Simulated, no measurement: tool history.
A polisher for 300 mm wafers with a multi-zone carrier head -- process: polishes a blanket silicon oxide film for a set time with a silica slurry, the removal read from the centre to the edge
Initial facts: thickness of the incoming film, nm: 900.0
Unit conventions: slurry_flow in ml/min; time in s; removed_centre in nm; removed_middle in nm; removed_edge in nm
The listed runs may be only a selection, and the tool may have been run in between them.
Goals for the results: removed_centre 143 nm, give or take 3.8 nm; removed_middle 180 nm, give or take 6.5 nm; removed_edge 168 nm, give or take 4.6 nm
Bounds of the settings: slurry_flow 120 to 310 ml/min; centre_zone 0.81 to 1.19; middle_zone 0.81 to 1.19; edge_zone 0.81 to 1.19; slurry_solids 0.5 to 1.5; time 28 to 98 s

run	hour	slurry_flow	centre_zone	middle_zone	edge_zone	slurry_solids	time	removed_centre	removed_middle	removed_edge
1	0	200	1	1	1	1	63	170.99	169.89	169.37
2	7.7	200	1	1	1.08	1	63	172.29	171.74	181.33
3	9.6	200	1	1	1.08	1	69	188.16	185.34	195.99
4	16	200	1	1	1.08	0.85	69	172.11	173.51	181.22
5	18.5	185	0.96	1.02	1.06	0.85	69	164.4	177.71	177.49
6	19.5	175	0.93	1.03	1.05	0.85	69	155.1	172.2	175.21
7	24.2	175	0.93	1.03	1.05	0.85	69	158.29	172.74	173.64
8	26.8	165	0.91	1.06	1.05	0.85	69	151.46	175.72	176.02
9	28.2	160	0.9	1.08	1.03	0.85	69	149.17	180.16	172.18

Pick the move, out of 4, that brings all results within their allowed miss; only one does.
A	29.6	125	0.87	1.13	1.07	0.85	74	?	?	?
B	29.6	155	0.81	1.12	1.11	0.85	70	?	?	?
C	29.6	150	0.9	1.16	1.06	1.05	62	?	?	?
D	29.6	150	0.81	1.07	1.06	0.8	74	?	?	?

move	removed_centre	removed_middle	removed_edge
A	142.98	181.83	179.63
B	133.68	180.37	179.78
C	143.65	178.48	170.12
D	136.13	178.43	179.56
A: puts the biggest miss on target and leaves a different result outside tolerance
B: moves the result that the last run missed by most past its target, out the other side
C: all results land within tolerance of their targets
D: moves the result that the last run missed by most past its target, out the other side
So the answer is move C, the one that meets all the targets.
